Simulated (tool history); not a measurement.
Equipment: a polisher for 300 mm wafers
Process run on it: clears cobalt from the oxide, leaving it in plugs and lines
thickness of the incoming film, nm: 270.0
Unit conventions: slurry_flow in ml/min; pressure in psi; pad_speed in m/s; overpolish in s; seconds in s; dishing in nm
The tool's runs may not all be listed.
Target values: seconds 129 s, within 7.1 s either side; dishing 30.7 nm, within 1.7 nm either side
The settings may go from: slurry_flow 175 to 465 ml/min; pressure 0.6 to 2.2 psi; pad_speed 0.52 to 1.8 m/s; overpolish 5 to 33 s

run    day  slurry_flow  pressure  pad_speed  overpolish  seconds  dishing
  1      0          295       1.4       1.16          17   62.948   48.552
  2  0.196          295       1.2        1.1          16   75.824   41.153
  3  0.508          295         1       1.06          17   95.682   38.553
  4  0.646          295       0.9       1.06          16   103.34   34.372
  5   0.95          295       0.9       1.06          11   102.02   26.177
  6  1.079          295       1.2       1.06          11   75.926   32.586
  7  1.267          295       1.1       1.04          13   87.476   33.507
  8  1.642          295         1       1.02          14   95.738   32.877
  9  2.017          295       0.9          1          15   107.64   31.193

Which one of the following 4 next-run settings gets every result inside its allowed miss? There is exactly one.
  A  2.392          300       0.8       0.92          17        ?        ?
  B  2.392          175         1       1.16          13        ?        ?
  C  2.392          275       0.8       0.78          20        ?        ?
  D  2.392          255       0.9       0.82          15        ?        ?

move  seconds  dishing
   A   129.03    30.18
   B   91.707   31.718
   C    148.6   30.706
   D   128.66   27.519
A: every result lands within tolerance
B: its largest miss is bigger than the last run's
C: takes the biggest miss from the last run beyond its target
D: brings the last run's worst result on target, with another outside its allowed miss
The move that meets every target is A.
